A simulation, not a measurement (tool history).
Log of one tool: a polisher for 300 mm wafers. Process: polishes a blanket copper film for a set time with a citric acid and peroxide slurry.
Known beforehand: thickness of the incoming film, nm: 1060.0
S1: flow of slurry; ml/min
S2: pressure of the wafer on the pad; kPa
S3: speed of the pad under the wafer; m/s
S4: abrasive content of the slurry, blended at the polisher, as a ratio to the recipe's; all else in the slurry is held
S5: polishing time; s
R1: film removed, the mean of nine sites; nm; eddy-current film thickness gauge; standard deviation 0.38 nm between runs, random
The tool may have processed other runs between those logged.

run  hour   S1    S2    S3   S4  S5      R1
  1     0  310    20  0.92    1  43  98.465
  2   0.5  310    20  0.92  0.8  43  92.285
  3     5  380    20  0.92  0.8  43  94.303
  4  11.9  415    20  0.92  0.8  43  94.492
  5  16.7  475    20  0.92  0.8  43  95.175
  6  23.8  435    20  0.92  0.8  43  94.708
  7  32.6  435  18.6  0.92  0.8  43   90.39
  8  39.5  430  13.1   0.9  0.8  43  73.577

The next listed run, before its measurement:
  9  46.8  430  12.4  0.88  0.8  43   ?

Run 9 produced R1 70.003 nm.
